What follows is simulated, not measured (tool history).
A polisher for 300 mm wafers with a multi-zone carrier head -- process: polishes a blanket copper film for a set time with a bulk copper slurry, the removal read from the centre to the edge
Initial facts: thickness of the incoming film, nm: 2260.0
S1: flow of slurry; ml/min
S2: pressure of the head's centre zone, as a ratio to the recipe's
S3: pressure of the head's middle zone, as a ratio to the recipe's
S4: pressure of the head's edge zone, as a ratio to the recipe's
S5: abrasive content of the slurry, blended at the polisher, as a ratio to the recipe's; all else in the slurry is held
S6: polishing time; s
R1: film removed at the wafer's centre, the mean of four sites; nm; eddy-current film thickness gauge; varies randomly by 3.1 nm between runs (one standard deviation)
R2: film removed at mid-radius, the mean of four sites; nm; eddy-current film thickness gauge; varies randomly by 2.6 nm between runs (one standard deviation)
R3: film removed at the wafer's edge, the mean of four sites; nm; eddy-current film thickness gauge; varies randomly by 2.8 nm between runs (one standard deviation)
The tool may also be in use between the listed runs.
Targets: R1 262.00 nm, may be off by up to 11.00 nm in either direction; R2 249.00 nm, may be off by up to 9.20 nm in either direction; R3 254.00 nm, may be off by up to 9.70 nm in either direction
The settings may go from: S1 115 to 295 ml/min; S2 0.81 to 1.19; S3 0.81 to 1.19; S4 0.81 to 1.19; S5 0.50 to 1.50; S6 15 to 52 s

{"run": 1, "day": 0.0, "S1": 190, "S2": 1.0, "S3": 1.0, "S4": 1.0, "S5": 1.0, "S6": 33, "R1": 331.56, "R2": 343.02, "R3": 341.44}
{"run": 2, "day": 0.179, "S1": 185, "S2": 1.0, "S3": 0.97, "S4": 0.97, "S5": 0.85, "S6": 32, "R1": 316.99, "R2": 306.31, "R3": 310.91}
{"run": 3, "day": 0.229, "S1": 185, "S2": 0.93, "S3": 0.97, "S4": 0.97, "S5": 0.85, "S6": 32, "R1": 293.15, "R2": 310.72, "R3": 314.97}
{"run": 4, "day": 0.262, "S1": 185, "S2": 0.9, "S3": 0.97, "S4": 0.97, "S5": 0.85, "S6": 32, "R1": 282.45, "R2": 314.71, "R3": 309.83}
{"run": 5, "day": 0.458, "S1": 185, "S2": 0.9, "S3": 0.97, "S4": 0.97, "S5": 0.85, "S6": 38, "R1": 335.39, "R2": 362.48, "R3": 365.53}
{"run": 6, "day": 0.688, "S1": 185, "S2": 0.9, "S3": 0.97, "S4": 0.97, "S5": 0.85, "S6": 29, "R1": 254.39, "R2": 277.14, "R3": 282.3}
{"run": 7, "day": 0.896, "S1": 180, "S2": 0.91, "S3": 0.95, "S4": 0.94, "S5": 0.8, "S6": 29, "R1": 260.19, "R2": 270.88, "R3": 276.95}
{"run": 8, "day": 1.075, "S1": 175, "S2": 0.92, "S3": 0.94, "S4": 0.91, "S5": 0.75, "S6": 29, "R1": 251.29, "R2": 264.05, "R3": 270.23}

Exactly one of the 5 candidate moves below puts every result within its allowed miss. Which one?
{"run": "A", "day": 1.254, "S1": 290, "S2": 0.98, "S3": 0.93, "S4": 0.93, "S5": 0.5, "S6": 29, "R1": "?", "R2": "?", "R3": "?"}
{"run": "B", "day": 1.254, "S1": 145, "S2": 0.86, "S3": 0.87, "S4": 0.89, "S5": 0.65, "S6": 34, "R1": "?", "R2": "?", "R3": "?"}
{"run": "C", "day": 1.254, "S1": 185, "S2": 0.96, "S3": 0.93, "S4": 0.9, "S5": 0.75, "S6": 25, "R1": "?", "R2": "?", "R3": "?"}
{"run": "D", "day": 1.254, "S1": 210, "S2": 0.92, "S3": 0.88, "S4": 1.04, "S5": 0.65, "S6": 27, "R1": "?", "R2": "?", "R3": "?"}
{"run": "E", "day": 1.254, "S1": 230, "S2": 0.93, "S3": 0.95, "S4": 0.82, "S5": 0.65, "S6": 31, "R1": "?", "R2": "?", "R3": "?"}

move=A R1=265.59 R2=253.72 R3=255.27
move=B R1=259.46 R2=272.20 R3=292.09
move=C R1=232.15 R2=227.98 R3=230.28
move=D R1=236.93 R2=232.27 R3=255.68
move=E R1=278.93 R2=286.52 R3=274.34
A: meets every target
B: misses by more than the last run did
C: the result that was furthest off in the last run now lies on the other side of its target
D: gets the furthest-off result to its target, but another result is out of tolerance
E: misses by more than the last run did
The right move is A.

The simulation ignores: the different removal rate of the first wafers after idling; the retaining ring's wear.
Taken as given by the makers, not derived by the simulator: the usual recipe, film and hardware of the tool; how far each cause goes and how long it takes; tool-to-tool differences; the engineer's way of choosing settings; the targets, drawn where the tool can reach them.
